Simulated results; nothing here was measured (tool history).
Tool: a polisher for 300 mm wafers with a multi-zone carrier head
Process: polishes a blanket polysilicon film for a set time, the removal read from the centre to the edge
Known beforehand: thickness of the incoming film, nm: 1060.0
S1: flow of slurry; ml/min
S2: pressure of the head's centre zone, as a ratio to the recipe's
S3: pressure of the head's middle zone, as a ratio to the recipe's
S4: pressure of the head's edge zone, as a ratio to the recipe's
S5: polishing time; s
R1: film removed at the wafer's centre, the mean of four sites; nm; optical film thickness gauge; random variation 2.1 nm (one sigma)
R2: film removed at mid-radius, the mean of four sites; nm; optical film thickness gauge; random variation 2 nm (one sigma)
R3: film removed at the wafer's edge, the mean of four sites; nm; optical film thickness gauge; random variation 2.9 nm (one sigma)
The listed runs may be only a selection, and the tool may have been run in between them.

run,hour,S1,S2,S3,S4,S5,R1,R2,R3
1,0,205,1,1,1,34,314.37,327.94,330.51
2,5.7,205,0.96,1,1,34,301.95,328.05,318.3
3,11.4,215,0.95,0.97,0.95,32,285.86,304.92,302.53
4,14.5,215,0.95,0.97,0.95,24,211.59,227.76,222.92
5,22.9,215,0.89,0.97,0.95,24,203.44,228.91,230.61
# hour 24.2: worn pad replaced by a new one
6,24.2,225,0.92,0.97,0.94,24,221.54,241.36,244.95
7,32.5,220,0.95,0.98,0.93,24,231.23,247.67,241.51
8,35.3,210,0.97,0.98,0.93,23,220.4,234.05,230.96

Predict the results of run 9:
9,42.3,210,0.97,0.98,0.93,23,?,?,?

For run 9 the tool returned R1 220.34 nm, R2 237.93 nm, R3 232.96 nm.
